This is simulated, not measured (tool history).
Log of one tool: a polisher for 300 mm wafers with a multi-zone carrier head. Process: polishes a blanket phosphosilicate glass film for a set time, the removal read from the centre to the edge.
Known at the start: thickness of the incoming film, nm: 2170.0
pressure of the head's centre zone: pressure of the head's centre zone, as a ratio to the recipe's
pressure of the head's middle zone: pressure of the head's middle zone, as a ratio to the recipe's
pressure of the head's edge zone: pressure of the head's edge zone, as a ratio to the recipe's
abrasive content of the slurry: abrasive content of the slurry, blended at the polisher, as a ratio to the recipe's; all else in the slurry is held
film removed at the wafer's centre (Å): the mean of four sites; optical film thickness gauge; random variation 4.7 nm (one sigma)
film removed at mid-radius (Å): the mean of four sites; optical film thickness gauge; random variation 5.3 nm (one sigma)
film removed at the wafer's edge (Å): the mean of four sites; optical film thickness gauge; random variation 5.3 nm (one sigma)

run	hour	flow of slurry (ml/min)	pressure of the head's centre zone	pressure of the head's middle zone	pressure of the head's edge zone	abrasive content of the slurry	polishing time (s)	film removed at the wafer's centre (Å)	film removed at mid-radius (Å)	film removed at the wafer's edge (Å)
1	0.0	285	1.00	1.00	1.00	1.00	71	6925.3	6820.7	6864.0
2	4.0	285	1.00	0.97	1.00	1.00	71	6970.3	6764.3	6921.2
3	8.5	285	1.03	0.97	1.00	1.00	71	7012.3	6607.7	6844.3
4	13.6	275	1.01	0.95	0.97	0.90	71	6454.5	6112.7	6231.1
5	16.2	275	1.01	0.87	0.97	0.90	71	6371.5	5628.3	6253.4
6	18.6	260	0.99	0.87	0.94	0.90	71	6317.7	5640.1	6153.9
7	22.8	260	0.99	0.87	0.94	0.90	71	6347.5	5551.5	6274.3
8	26.3	270	0.98	0.89	0.93	0.85	71	6000.0	5566.5	5900.0

The next listed run, before its measurement:
9	30.4	270	0.97	0.89	0.91	0.85	71	?	?	?

{"run 9": {"film removed at the wafer's centre (Å)": 5901.7, "film removed at mid-radius (Å)": 5540.3, "film removed at the wafer's edge (Å)": 5832.7}}
